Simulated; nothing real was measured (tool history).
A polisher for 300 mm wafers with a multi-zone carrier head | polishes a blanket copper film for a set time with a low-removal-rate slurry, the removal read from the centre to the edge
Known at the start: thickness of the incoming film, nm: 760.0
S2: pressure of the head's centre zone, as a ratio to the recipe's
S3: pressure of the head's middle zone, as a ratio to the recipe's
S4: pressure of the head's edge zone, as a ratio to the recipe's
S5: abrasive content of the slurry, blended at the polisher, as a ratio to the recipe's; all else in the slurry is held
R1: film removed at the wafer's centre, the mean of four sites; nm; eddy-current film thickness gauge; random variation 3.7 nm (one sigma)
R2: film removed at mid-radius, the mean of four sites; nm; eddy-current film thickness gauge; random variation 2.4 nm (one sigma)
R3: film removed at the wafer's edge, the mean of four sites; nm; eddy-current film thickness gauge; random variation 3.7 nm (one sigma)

{"run": 1, "hour": 0.0, "flow of slurry (ml/min)": 250, "S2": 1, "S3": 1, "S4": 1, "S5": 1, "polishing time (s)": 62, "R1": 226.96, "R2": 234.14, "R3": 227.65}
{"run": 2, "hour": 2.3, "flow of slurry (ml/min)": 250, "S2": 1, "S3": 0.93, "S4": 1, "S5": 1, "polishing time (s)": 62, "R1": 225.72, "R2": 216.24, "R3": 229.08}
{"run": 3, "hour": 3.7, "flow of slurry (ml/min)": 260, "S2": 1.03, "S3": 0.96, "S4": 1.02, "S5": 1.05, "polishing time (s)": 62, "R1": 244.61, "R2": 227.23, "R3": 235.52}
{"run": 4, "hour": 10.4, "flow of slurry (ml/min)": 270, "S2": 1.04, "S3": 0.99, "S4": 1.04, "S5": 1.1, "polishing time (s)": 62, "R1": 245.65, "R2": 235.72, "R3": 239.6}
{"run": 5, "hour": 11.3, "flow of slurry (ml/min)": 275, "S2": 1.06, "S3": 1.01, "S4": 1.05, "S5": 1.15, "polishing time (s)": 62, "R1": 248.46, "R2": 242.4, "R3": 239.84}
{"run": 6, "hour": 16.6, "flow of slurry (ml/min)": 275, "S2": 1.06, "S3": 1.07, "S4": 1.05, "S5": 1.15, "polishing time (s)": 62, "R1": 248.15, "R2": 255.07, "R3": 242.66}

Run 7 comes next. What will it give?
{"run": 7, "hour": 19.9, "flow of slurry (ml/min)": 280, "S2": 1.09, "S3": 1.08, "S4": 1.06, "S5": 1.2, "polishing time (s)": 62, "R1": "?", "R2": "?", "R3": "?"}

Run 7 gave R1 260.95 nm, R2 261.38 nm, R3 248.63 nm.

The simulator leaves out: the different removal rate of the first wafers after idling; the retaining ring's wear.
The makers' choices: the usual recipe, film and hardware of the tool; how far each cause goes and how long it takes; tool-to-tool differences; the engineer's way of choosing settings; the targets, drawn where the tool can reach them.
